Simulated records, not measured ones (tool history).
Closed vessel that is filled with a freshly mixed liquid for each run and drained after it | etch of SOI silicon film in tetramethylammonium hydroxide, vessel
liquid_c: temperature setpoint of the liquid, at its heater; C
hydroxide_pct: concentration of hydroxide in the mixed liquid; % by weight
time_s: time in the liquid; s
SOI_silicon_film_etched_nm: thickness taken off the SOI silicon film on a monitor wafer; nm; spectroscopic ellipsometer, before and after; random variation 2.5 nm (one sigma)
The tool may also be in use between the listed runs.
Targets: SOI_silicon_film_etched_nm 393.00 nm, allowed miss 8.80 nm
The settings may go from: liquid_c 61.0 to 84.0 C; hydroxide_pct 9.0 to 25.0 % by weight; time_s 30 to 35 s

run  hour  liquid_c  hydroxide_pct  time_s  SOI_silicon_film_etched_nm
  1   0.0      74.0           17.0      35                      283.19
  2   1.9      74.0           19.5      35                      267.15
  3   3.0      76.0           19.5      35                      299.20
  4  12.2      77.5           19.5      35                      328.62
  5  17.9      78.5           19.5      35                      346.22
  6  20.0      79.0           19.5      35                      353.66
  7  21.9      79.5           19.5      35                      364.14
  8  27.9      80.0           19.5      35                      374.57

4 next moves are on the table. One of them brings every result within its allowed miss. Which?
  A  33.9      82.0           18.5      30                           ?
  B  33.9      81.5           18.5      35                           ?
  C  33.9      81.0           20.0      35                           ?
  D  33.9      78.5           16.5      35                           ?

move  SOI_silicon_film_etched_nm
   A                      368.67
   B                      418.47
   C                      393.23
   D                      370.48
A: further off than the last run
B: takes the result that was furthest off past its target
C: meets every target
D: further off than the last run
Answer: C

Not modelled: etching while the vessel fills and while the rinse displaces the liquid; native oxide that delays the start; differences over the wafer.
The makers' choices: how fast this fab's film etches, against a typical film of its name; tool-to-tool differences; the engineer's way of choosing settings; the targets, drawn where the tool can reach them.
